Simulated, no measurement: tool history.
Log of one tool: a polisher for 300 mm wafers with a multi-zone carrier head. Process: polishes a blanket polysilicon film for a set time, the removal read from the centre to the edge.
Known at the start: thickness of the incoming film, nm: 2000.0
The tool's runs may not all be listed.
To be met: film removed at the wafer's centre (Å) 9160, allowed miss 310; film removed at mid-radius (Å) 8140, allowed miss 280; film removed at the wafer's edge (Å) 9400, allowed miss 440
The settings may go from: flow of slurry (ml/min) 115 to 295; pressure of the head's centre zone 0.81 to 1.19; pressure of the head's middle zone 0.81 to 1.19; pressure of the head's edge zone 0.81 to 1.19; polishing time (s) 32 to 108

run,hour,flow of slurry (ml/min),pressure of the head's centre zone,pressure of the head's middle zone,pressure of the head's edge zone,polishing time (s),film removed at the wafer's centre (Å),film removed at mid-radius (Å),film removed at the wafer's edge (Å)
1,0,190,1,1,1,70,6666.9,6375.8,6458
2,2.7,190,1,1,1.04,70,6660.4,6414.6,6524.1
3,5.1,190,1,0.97,1.08,77,7136.5,6842.1,7311.2
4,12.5,195,1.02,0.96,1.11,82,7911.5,7223.4,8135.9
5,19.8,210,1.03,0.97,1.14,83,8070.9,7495.7,8305.6
6,25.5,190,1.03,0.97,1.14,83,7943.2,7263.7,8182.9
7,34.1,190,1.03,0.97,1.14,83,8020.6,7405,8123.3
8,37.2,210,1.04,0.97,1.15,85,8500,7682.2,8665.5
9,41,225,1.04,0.97,1.16,86,8518,7679.1,8902.2
10,47.1,230,1.05,0.98,1.17,87,8699.9,8022.1,8823.9

5 next moves are on the table. One of them brings every result within its allowed miss. Which?
A,53.2,255,0.95,0.94,1.19,87,?,?,?
B,53.2,265,1.13,0.99,1.16,85,?,?,?
C,53.2,210,0.91,0.9,1.19,94,?,?,?
D,53.2,180,1.05,0.95,1.16,94,?,?,?
E,53.2,250,1.09,1.04,1.17,82,?,?,?

move,film removed at the wafer's centre (Å),film removed at mid-radius (Å),film removed at the wafer's edge (Å)
A,8144.4,7780.4,8837
B,9292.9,7964.9,8541.6
C,8254.5,7915.9,9380.5
D,9100.7,8085.6,9095.1
E,8627.3,7957.2,8230.5
A: further off than the last run
B: brings the result that was furthest off to its target, and leaves another outside
C: further off than the last run
D: meets every target
E: further off than the last run
Move D is the one to make.
